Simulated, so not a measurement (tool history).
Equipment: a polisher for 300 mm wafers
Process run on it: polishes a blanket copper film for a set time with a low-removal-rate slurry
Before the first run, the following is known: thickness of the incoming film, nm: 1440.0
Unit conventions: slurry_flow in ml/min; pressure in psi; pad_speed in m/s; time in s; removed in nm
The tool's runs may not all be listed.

run,day,slurry_flow,pressure,pad_speed,slurry_solids,time,removed
1,0.000,220,2.5,1.26,1.0,109,279.69
2,0.300,220,2.5,1.26,1.0,109,279.25
3,0.571,220,2.8,1.28,1.0,109,318.74
4,0.625,220,3.1,1.30,1.0,109,348.03
5,0.696,220,3.3,1.34,1.0,109,387.96
6,0.933,220,3.9,1.34,1.0,109,450.23
7,1.104,220,3.9,1.38,1.0,109,452.79
8,1.396,220,3.9,1.38,1.0,109,464.22
9,1.575,220,3.9,1.42,1.0,109,467.89

Run 10 comes next. What will it give?
10,1.692,220,3.9,1.46,1.0,109,?

removed: 483.37 nm
